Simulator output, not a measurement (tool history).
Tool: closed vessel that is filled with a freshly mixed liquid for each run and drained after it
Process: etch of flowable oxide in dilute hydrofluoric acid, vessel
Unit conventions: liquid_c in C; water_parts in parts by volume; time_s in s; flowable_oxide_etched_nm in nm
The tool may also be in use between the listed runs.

| run | hour | liquid_c | water_parts | time_s | flowable_oxide_etched_nm |
|---|---|---|---|---|---|
| 1 | 0 | 24 | 80 | 40 | 25.396 |
| 2 | 8.1 | 24 | 80 | 30 | 18.786 |
| 3 | 12.1 | 25.5 | 80 | 30 | 20.083 |
| 4 | 14.8 | 27 | 80 | 30 | 21.412 |
| 5 | 18.9 | 27.5 | 75 | 30 | 23.401 |
| 6 | 27.4 | 24.5 | 75 | 30 | 20.394 |

Forecast run 7:
| 7 | 31.8 | 25.5 | 70 | 30 | ? |

Run 7 measured flowable_oxide_etched_nm 23.216 nm.
